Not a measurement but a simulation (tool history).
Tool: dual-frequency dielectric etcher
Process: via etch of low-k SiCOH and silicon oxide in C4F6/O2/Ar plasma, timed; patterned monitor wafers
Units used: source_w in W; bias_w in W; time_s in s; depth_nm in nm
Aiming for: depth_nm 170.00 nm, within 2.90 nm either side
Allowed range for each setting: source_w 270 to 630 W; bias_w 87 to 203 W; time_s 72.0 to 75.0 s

run  hour  source_w  bias_w  time_s  depth_nm
  1   0.0       450     145    72.0    187.25
  2   5.7       400     145    72.0    182.31
  3  14.2       400     160    72.0    189.66
  4  17.7       370     155    72.0    182.32
  5  18.6       370     176    72.0    190.88
  6  20.8       450     176    72.0    201.26
  7  27.5       410     167    72.0    192.88
  8  34.8       380     161    72.0    188.53
  9  36.4       350     153    72.0    180.89
 10  44.9       330     150    72.0    177.14
 11  51.7       320     148    72.0    174.09

Which one of the following 4 next-run settings gets every result inside its allowed miss? There is exactly one.
  A  58.5       290     145    73.0         ?
  B  58.5       270     164    74.5         ?
  C  58.5       390     140    73.0         ?
  D  58.5       300     147    73.5         ?

move  depth_nm
   A    171.58
   B    179.48
   C    182.40
   D    174.90
A: all results land within tolerance of their targets
B: lands further from the targets than the last run did
C: lands further from the targets than the last run did
D: lands further from the targets than the last run did
So the answer is move A, the one that meets all the targets.
